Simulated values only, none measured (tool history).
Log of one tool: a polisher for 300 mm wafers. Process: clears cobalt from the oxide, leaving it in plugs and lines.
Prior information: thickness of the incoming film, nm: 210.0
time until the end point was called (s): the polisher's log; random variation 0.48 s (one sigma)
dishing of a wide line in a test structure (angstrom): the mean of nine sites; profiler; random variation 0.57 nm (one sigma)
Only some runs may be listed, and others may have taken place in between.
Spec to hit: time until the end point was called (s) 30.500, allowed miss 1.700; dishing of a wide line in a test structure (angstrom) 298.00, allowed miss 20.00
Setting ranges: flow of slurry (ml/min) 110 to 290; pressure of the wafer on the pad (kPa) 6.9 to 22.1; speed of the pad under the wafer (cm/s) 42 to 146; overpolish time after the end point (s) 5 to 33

run  hour  flow of slurry (ml/min)  pressure of the wafer on the pad (kPa)  speed of the pad under the wafer (cm/s)  overpolish time after the end point (s)  time until the end point was called (s)  dishing of a wide line in a test structure (angstrom)
  1   0.0                      185                                    14.5                                       94                                       17                                   37.175                                                 524.16
  2   7.1                      150                                    14.5                                       94                                       17                                   38.317                                                 507.49
  3  15.8                      150                                    14.5                                       94                                       13                                   39.641                                                 437.18
  4  23.6                      150                                    14.5                                       94                                       16                                   39.781                                                 498.71
  5  24.8                      195                                    14.5                                       94                                       16                                   38.066                                                 487.45
  6  28.3                      240                                    14.5                                       94                                       16                                   36.838                                                 505.34
  7  34.4                      245                                    15.2                                       94                                       13                                   36.243                                                 482.63
  8  39.7                      210                                    13.8                                      108                                       11                                   33.890                                                 433.31
  9  41.2                      210                                    12.4                                      118                                        9                                   34.713                                                 367.41
 10  46.6                      210                                    11.7                                      126                                        8                                   34.599                                                 329.56
 11  53.7                      210                                    11.7                                      130                                        7                                   32.640                                                 301.96
 12  58.5                      210                                    11.7                                      132                                        6                                   34.031                                                 286.29
 13  61.1                      210                                    13.8                                      134                                        5                                   27.697                                                 274.64

Exercise: of the 5 proposed moves below, exactly one satisfies all targets within the stated allowed misses. Which move is it?
  A  63.7                      220                                    13.8                                      126                                        5                                        ?                                                      ?
  B  63.7                      250                                    13.8                                      122                                        6                                        ?                                                      ?
  C  63.7                      220                                    14.5                                      116                                        5                                        ?                                                      ?
  D  63.7                      235                                    11.0                                      128                                        9                                        ?                                                      ?
  E  63.7                      220                                    13.1                                      118                                        8                                        ?                                                      ?

move  time until the end point was called (s)  dishing of a wide line in a test structure (angstrom)
   A                                   28.956                                                 261.03
   B                                   29.419                                                 297.87
   C                                   29.981                                                 253.80
   D                                   34.730                                                 356.73
   E                                   32.359                                                 344.60
A: brings the result that was furthest off to its target, and leaves another outside
B: hits every target within its allowed miss
C: brings the result that was furthest off to its target, and leaves another outside
D: takes the biggest miss from the last run beyond its target
E: takes the biggest miss from the last run beyond its target
B meets every target.
